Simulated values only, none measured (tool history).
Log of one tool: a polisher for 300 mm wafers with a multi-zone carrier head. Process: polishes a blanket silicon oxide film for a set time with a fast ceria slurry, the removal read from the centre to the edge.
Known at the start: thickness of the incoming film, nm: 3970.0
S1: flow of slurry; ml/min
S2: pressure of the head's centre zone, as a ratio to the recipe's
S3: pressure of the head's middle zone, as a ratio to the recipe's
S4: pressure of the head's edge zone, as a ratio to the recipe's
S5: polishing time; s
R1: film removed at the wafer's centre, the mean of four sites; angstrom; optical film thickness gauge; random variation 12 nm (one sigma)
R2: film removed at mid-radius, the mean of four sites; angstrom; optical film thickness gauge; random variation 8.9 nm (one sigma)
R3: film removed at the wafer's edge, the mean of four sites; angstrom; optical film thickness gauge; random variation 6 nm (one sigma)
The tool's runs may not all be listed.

{"run": 1, "hour": 0.0, "S1": 210, "S2": 1, "S3": 1, "S4": 1, "S5": 43, "R1": 7143.1, "R2": 6504.7, "R3": 6268}
{"run": 2, "hour": 3.9, "S1": 220, "S2": 1.03, "S3": 1, "S4": 1.01, "S5": 43, "R1": 7452.8, "R2": 6327.4, "R3": 6285.3}
{"run": 3, "hour": 11.4, "S1": 220, "S2": 1.09, "S3": 1, "S4": 1.01, "S5": 43, "R1": 7846.6, "R2": 6442.4, "R3": 6327.8}
{"run": 4, "hour": 20.2, "S1": 220, "S2": 1.09, "S3": 1, "S4": 0.93, "S5": 43, "R1": 7872.7, "R2": 6470.9, "R3": 6187.7}
{"run": 5, "hour": 20.9, "S1": 225, "S2": 1.1, "S3": 1, "S4": 0.94, "S5": 44, "R1": 8163.3, "R2": 6545, "R3": 6280.1}
{"hour": 21.9, "done": "centre zone pressure recalibrated"}
{"run": 6, "hour": 21.9, "S1": 225, "S2": 1.1, "S3": 1, "S4": 0.96, "S5": 45, "R1": 7642.6, "R2": 6829.5, "R3": 6556.3}

Forecast run 7:
{"run": 7, "hour": 26.0, "S1": 205, "S2": 1.12, "S3": 0.98, "S4": 0.93, "S5": 46, "R1": "?", "R2": "?", "R3": "?"}

{"run 7": {"R1": 7922, "R2": 6679.3, "R3": 6526.5}}

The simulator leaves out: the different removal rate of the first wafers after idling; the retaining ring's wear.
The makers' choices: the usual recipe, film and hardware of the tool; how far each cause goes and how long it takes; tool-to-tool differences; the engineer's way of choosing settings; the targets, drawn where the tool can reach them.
